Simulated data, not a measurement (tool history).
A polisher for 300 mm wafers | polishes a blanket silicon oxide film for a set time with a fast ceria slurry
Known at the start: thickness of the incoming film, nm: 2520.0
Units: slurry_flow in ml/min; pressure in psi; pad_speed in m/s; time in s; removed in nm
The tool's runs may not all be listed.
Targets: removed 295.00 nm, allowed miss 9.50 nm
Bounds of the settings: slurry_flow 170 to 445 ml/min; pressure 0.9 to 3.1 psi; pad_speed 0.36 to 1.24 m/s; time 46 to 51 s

run    day  slurry_flow  pressure  pad_speed  time  removed
  1  0.000          285       2.0       0.80    51   431.86
  2  0.121          330       2.0       0.80    51   437.27
  3  0.371          370       2.0       0.80    51   438.81
  4  0.712          370       2.0       0.68    51   373.71
  5  0.921          370       1.9       0.68    51   357.49
  6  1.092          320       1.9       0.68    51   351.53
  7  1.271          320       1.7       0.68    51   325.77
     1.504  -- head pressure recalibrated
  8  1.504          320       1.6       0.68    51   334.13
  9  1.621          320       1.5       0.68    51   317.97

4 next moves are on the table. One of them brings every result within its allowed miss. Which?
  A  1.738          265       1.6       0.66    51        ?
  B  1.738          335       1.6       0.70    46        ?
  C  1.738          335       1.4       0.70    48        ?
  D  1.738          310       1.6       0.60    48        ?

move  removed
   A   318.09
   B   310.27
   C   290.48
   D   277.26
A: as far off as the last run
B: nearer than the last run, and not there yet
C: meets every target
D: takes the result that was furthest off past its target
The right move is C.
